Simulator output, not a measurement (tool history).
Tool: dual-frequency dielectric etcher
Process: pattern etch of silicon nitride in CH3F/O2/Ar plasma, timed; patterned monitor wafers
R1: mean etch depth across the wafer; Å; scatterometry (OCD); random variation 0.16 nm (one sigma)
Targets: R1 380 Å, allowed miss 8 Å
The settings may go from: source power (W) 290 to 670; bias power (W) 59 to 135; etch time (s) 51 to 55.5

Run 1, hour 0: source power (W) 480, bias power (W) 97, etch time (s) 55.5. Result: R1 448.79 Å.
Run 2, hour 8.5: source power (W) 480, bias power (W) 82, etch time (s) 55.5. Result: R1 429.91 Å.
Run 3, hour 10.2: source power (W) 460, bias power (W) 81, etch time (s) 55.5. Result: R1 424.43 Å.
Run 4, hour 12.7: source power (W) 520, bias power (W) 81, etch time (s) 55.5. Result: R1 449.42 Å.
Run 5, hour 15.9: source power (W) 520, bias power (W) 81, etch time (s) 55.5. Result: R1 445.11 Å.
Run 6, hour 22.7: source power (W) 520, bias power (W) 81, etch time (s) 55.5. Result: R1 443.87 Å.
Run 7, hour 24.9: source power (W) 500, bias power (W) 80, etch time (s) 55.5. Result: R1 435.42 Å.
Run 8, hour 26.2: source power (W) 480, bias power (W) 79, etch time (s) 55.5. Result: R1 430.66 Å.

Which of these 4 next moves meets every target?
Run A, hour 27.5: source power (W) 430, bias power (W) 78, etch time (s) 54.5. Result: R1 ?.
Run B, hour 27.5: source power (W) 440, bias power (W) 86, etch time (s) 52. Result: R1 ?.
Run C, hour 27.5: source power (W) 460, bias power (W) 68, etch time (s) 51.5. Result: R1 ?.
Run D, hour 27.5: source power (W) 460, bias power (W) 75, etch time (s) 53.5. Result: R1 ?.

move      R1
   A  399.88
   B  394.18
   C  375.61
   D  399.03
A: nearer than the last run, and not there yet
B: nearer than the last run, and not there yet
C: meets every target
D: nearer than the last run, and not there yet
The right move is C.
